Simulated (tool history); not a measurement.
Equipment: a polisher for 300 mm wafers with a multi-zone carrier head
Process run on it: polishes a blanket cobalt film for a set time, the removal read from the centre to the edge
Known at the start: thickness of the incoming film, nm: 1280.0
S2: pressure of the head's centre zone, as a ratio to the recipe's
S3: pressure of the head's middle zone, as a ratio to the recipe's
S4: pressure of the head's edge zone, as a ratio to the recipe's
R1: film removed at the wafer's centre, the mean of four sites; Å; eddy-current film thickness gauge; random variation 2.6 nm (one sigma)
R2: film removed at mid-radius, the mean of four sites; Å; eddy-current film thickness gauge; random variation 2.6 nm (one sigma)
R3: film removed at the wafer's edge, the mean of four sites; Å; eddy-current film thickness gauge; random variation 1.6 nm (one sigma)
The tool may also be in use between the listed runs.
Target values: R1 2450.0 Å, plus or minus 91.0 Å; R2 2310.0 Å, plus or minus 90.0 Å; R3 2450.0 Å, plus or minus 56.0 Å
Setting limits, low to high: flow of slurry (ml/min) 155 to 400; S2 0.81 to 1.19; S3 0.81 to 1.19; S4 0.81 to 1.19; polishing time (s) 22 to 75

run 1 hour=0.0 | flow_of_slurry_(ml/min)=255 S2=1.00 S3=1.00 S4=1.00 polishing_time_(s)=48 | R1=1983.5 R2=1917.1 R3=2030.3
run 2 hour=7.6 | flow_of_slurry_(ml/min)=255 S2=0.97 S3=1.00 S4=1.00 polishing_time_(s)=48 | R1=1909.4 R2=1936.2 R3=2013.8
run 3 hour=10.1 | flow_of_slurry_(ml/min)=265 S2=0.99 S3=1.02 S4=1.03 polishing_time_(s)=49 | R1=1998.7 R2=1950.3 R3=2090.9
run 4 hour=17.8 | flow_of_slurry_(ml/min)=265 S2=0.99 S3=1.02 S4=1.03 polishing_time_(s)=42 | R1=1724.7 R2=1673.7 R3=1795.0
run 5 hour=23.2 | flow_of_slurry_(ml/min)=295 S2=0.99 S3=1.02 S4=1.03 polishing_time_(s)=42 | R1=1738.1 R2=1728.7 R3=1785.8
run 6 hour=29.9 | flow_of_slurry_(ml/min)=295 S2=0.99 S3=0.95 S4=1.03 polishing_time_(s)=42 | R1=1757.7 R2=1660.8 R3=1795.7
run 7 hour=37.5 | flow_of_slurry_(ml/min)=300 S2=1.00 S3=0.97 S4=1.04 polishing_time_(s)=44 | R1=1824.4 R2=1761.8 R3=1895.1
run 8 hour=43.2 | flow_of_slurry_(ml/min)=305 S2=1.02 S3=0.98 S4=1.05 polishing_time_(s)=46 | R1=1951.3 R2=1871.6 R3=1982.1

Exactly one of the 4 candidate moves below puts every result within its allowed miss. Which one?
run A hour=48.9 | flow_of_slurry_(ml/min)=270 S2=1.14 S3=0.98 S4=0.98 polishing_time_(s)=58 | R1=? R2=? R3=?
run B hour=48.9 | flow_of_slurry_(ml/min)=320 S2=0.95 S3=0.82 S4=1.10 polishing_time_(s)=55 | R1=? R2=? R3=?
run C hour=48.9 | flow_of_slurry_(ml/min)=355 S2=1.00 S3=1.05 S4=0.95 polishing_time_(s)=40 | R1=? R2=? R3=?
run D hour=48.9 | flow_of_slurry_(ml/min)=325 S2=1.04 S3=1.01 S4=1.08 polishing_time_(s)=56 | R1=? R2=? R3=?

move=A R1=2687.5 R2=2367.4 R3=2395.7
move=B R1=2155.8 R2=2112.3 R3=2416.2
move=C R1=1667.9 R2=1727.2 R3=1660.2
move=D R1=2409.8 R2=2357.1 R3=2439.6
A: corrects the largest miss of the last run, while another result sits out of spec
B: corrects the largest miss of the last run, while another result sits out of spec
C: its largest miss is bigger than the last run's
D: meets every target
So the answer is move D, the one that meets all the targets.
